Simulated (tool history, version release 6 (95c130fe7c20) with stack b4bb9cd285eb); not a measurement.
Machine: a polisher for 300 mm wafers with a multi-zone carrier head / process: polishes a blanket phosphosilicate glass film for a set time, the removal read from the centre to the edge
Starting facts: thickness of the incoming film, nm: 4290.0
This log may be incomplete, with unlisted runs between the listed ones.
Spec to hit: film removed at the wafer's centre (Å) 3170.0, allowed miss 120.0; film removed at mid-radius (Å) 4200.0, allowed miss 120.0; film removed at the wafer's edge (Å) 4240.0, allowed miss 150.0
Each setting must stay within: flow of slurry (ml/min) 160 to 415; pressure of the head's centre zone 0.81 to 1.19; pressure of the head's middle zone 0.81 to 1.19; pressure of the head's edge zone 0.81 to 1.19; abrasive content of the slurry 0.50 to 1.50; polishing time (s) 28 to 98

run,hour,flow of slurry (ml/min),pressure of the head's centre zone,pressure of the head's middle zone,pressure of the head's edge zone,abrasive content of the slurry,polishing time (s),film removed at the wafer's centre (Å),film removed at mid-radius (Å),film removed at the wafer's edge (Å)
1,0.0,265,1.00,1.00,1.00,1.00,63,3822.6,3806.9,3957.4
2,7.4,265,0.94,1.03,1.03,1.00,63,3533.1,3930.1,4022.3
3,16.1,265,0.91,1.05,1.05,1.00,63,3498.0,3985.5,3995.2
4,20.2,265,0.91,1.05,1.11,1.00,63,3436.4,4021.9,4140.7
5,26.7,265,0.91,1.05,1.11,0.80,63,3025.7,3524.0,3638.8
6,30.3,225,0.91,1.05,1.11,0.80,63,2942.1,3450.5,3601.5
7,31.0,245,0.89,1.07,1.14,0.85,63,3051.8,3644.7,3850.7
8,38.3,265,0.87,1.10,1.16,0.85,63,2983.3,3848.1,3933.8
9,39.5,285,0.87,1.11,1.17,0.85,63,3049.4,3874.5,3889.2

Exactly one of the 4 candidate moves below puts every result within its allowed miss. Which one?
A,40.7,285,0.83,1.10,1.17,1.15,59,?,?,?
B,40.7,255,0.83,1.14,1.19,0.80,64,?,?,?
C,40.7,310,0.83,1.13,1.14,1.00,57,?,?,?
D,40.7,325,0.84,1.17,1.16,0.85,61,?,?,?

move,film removed at the wafer's centre (Å),film removed at mid-radius (Å),film removed at the wafer's edge (Å)
A,3186.9,4231.9,4314.1
B,2826.8,3874.8,3870.0
C,2909.9,3949.9,3880.4
D,2908.0,4015.4,3851.4
A: all results land within tolerance of their targets
B: moves away from the targets compared with the last run
C: closes in on the targets versus the last run, not all within tolerance yet
D: neither nearer nor further off than the last run
Correct choice: A, which meets every target
